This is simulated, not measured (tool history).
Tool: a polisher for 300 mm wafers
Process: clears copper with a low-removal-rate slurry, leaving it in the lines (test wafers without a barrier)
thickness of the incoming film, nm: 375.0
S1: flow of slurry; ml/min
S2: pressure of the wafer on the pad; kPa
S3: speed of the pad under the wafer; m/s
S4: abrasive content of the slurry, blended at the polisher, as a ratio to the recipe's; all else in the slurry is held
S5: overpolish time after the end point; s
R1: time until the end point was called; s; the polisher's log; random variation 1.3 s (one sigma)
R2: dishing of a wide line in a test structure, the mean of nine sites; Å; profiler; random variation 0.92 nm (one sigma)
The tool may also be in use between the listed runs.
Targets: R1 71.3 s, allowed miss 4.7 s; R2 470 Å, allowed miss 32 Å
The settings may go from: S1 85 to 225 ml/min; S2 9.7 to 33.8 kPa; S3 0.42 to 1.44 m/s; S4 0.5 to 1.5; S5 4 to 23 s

| run | hour | S1 | S2 | S3 | S4 | S5 | R1 | R2 |
|---|---|---|---|---|---|---|---|---|
| 1 | 0 | 145 | 21.4 | 0.92 | 1 | 12 | 109.57 | 254.86 |
| 2 | 3.1 | 145 | 21.4 | 0.92 | 1.15 | 12 | 105.08 | 252.15 |
| 3 | 3.6 | 145 | 21.4 | 0.84 | 1.15 | 12 | 112.83 | 241.07 |
| 4 | 11.2 | 145 | 24.1 | 0.84 | 1.15 | 13 | 102.87 | 292.89 |
| 5 | 18.4 | 145 | 24.1 | 0.84 | 1.15 | 9 | 100.15 | 208.84 |
| 6 | 21.2 | 140 | 26.2 | 0.86 | 1.15 | 10 | 91.276 | 238.51 |
| 7 | 22.6 | 140 | 27.6 | 0.86 | 1.15 | 11 | 88.405 | 286.54 |
| 8 | 28.6 | 140 | 29 | 0.86 | 1.15 | 12 | 80.584 | 313.86 |
| 9 | 34.7 | 140 | 29.6 | 0.86 | 1.15 | 13 | 84.364 | 350.35 |
| 10 | 41.4 | 140 | 31 | 0.88 | 1.15 | 13 | 74.598 | 367.55 |
| 11 | 49.4 | 140 | 31.7 | 0.88 | 1.15 | 14 | 74.038 | 400.45 |

4 next moves are on the table. One of them brings every result within its allowed miss. Which?
| A | 57.4 | 145 | 28.3 | 0.98 | 1.35 | 10 | ? | ? |
| B | 57.4 | 180 | 31 | 0.88 | 1.25 | 12 | ? | ? |
| C | 57.4 | 185 | 30.3 | 0.88 | 1 | 12 | ? | ? |
| D | 57.4 | 105 | 33.1 | 0.96 | 1.2 | 16 | ? | ? |

| move | R1 | R2 |
|---|---|---|
| A | 72.688 | 301.3 |
| B | 72.125 | 358.02 |
| C | 76.963 | 337.75 |
| D | 70.356 | 470.26 |
A: further off than the last run
B: further off than the last run
C: further off than the last run
D: meets every target
Move D is the one to make.

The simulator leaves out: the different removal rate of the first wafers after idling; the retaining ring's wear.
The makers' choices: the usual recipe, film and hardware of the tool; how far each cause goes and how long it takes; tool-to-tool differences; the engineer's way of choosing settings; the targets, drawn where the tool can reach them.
